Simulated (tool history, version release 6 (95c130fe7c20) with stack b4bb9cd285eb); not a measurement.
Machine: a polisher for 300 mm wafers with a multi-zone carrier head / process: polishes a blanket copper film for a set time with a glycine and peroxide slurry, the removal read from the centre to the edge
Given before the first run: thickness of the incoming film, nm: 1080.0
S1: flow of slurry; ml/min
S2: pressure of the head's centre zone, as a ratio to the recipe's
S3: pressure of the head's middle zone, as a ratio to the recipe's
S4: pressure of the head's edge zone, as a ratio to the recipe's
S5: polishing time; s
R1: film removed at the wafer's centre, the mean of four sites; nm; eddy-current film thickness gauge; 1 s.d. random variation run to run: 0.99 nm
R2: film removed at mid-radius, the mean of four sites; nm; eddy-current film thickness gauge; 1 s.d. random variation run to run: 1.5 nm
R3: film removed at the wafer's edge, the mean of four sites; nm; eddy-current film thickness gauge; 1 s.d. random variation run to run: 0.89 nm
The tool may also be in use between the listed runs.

{"run": 1, "day": 0.0, "S1": 125, "S2": 1, "S3": 1, "S4": 1, "S5": 36, "R1": 143.46, "R2": 148.35, "R3": 146.02}
{"run": 2, "day": 0.279, "S1": 125, "S2": 1, "S3": 1, "S4": 0.93, "S5": 36, "R1": 143.33, "R2": 145.04, "R3": 141.33}
{"run": 3, "day": 0.479, "S1": 125, "S2": 1, "S3": 1, "S4": 0.92, "S5": 34, "R1": 133.9, "R2": 139.79, "R3": 132.75}
{"run": 4, "day": 0.508, "S1": 150, "S2": 1, "S3": 1, "S4": 0.92, "S5": 34, "R1": 142.42, "R2": 144.52, "R3": 136.1}
{"run": 5, "day": 0.812, "S1": 150, "S2": 1, "S3": 1.08, "S4": 0.92, "S5": 34, "R1": 140.22, "R2": 149.89, "R3": 134.79}
{"run": 6, "day": 0.854, "S1": 150, "S2": 1, "S3": 1.08, "S4": 0.97, "S5": 34, "R1": 138.72, "R2": 152.67, "R3": 140.64}
{"run": 7, "day": 0.962, "S1": 145, "S2": 1, "S3": 1.06, "S4": 0.95, "S5": 33, "R1": 134.12, "R2": 141.52, "R3": 133.09}

For run 8, what comes out?
{"run": 8, "day": 0.992, "S1": 140, "S2": 1, "S3": 1.05, "S4": 0.93, "S5": 32, "R1": "?", "R2": "?", "R3": "?"}

{"run 8": {"R1": 130.77, "R2": 141.52, "R3": 128.22}}
